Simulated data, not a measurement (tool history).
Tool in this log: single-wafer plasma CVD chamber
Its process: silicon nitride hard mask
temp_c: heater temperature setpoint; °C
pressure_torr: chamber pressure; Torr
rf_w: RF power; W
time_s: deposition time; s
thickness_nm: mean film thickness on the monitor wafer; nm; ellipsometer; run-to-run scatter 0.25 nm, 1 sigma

run	day	temp_c	pressure_torr	rf_w	time_s	thickness_nm
1	0	380	1.12	280	51.8	53.826
2	0.029	380	1.27	280	51.8	57.108
3	0.329	380	1.18	270	51.7	54.339
4	0.404	380	1.18	230	51.7	49.81
5	0.517	371	1.18	230	51.7	50.501
6	0.871	371	1.18	245	51.7	51.668
7	1.112	371	1.18	245	51.7	51.782
8	1.146	371	1.18	245	51.7	51.87
9	1.396	371	1.1	240	51.6	49.323
10	1.658	371	1.04	240	51.6	48.302
11	1.688	371	0.99	240	51.6	47.667
12	2.033	371	0.94	240	51.6	45.872
13	2.212	371	0.94	240	51.6	45.858
14	2.45	371	0.91	240	51.6	45.334
# day 2.758: capacitance manometer re-zeroed and calibrated
15	2.758	371	0.91	240	51.6	47.144
16	2.871	371	0.88	235	51.5	45.907

Run 17 comes next. What will it give?
17	3.075	371	0.85	230	51.4	?

thickness_nm: 44.391 nm
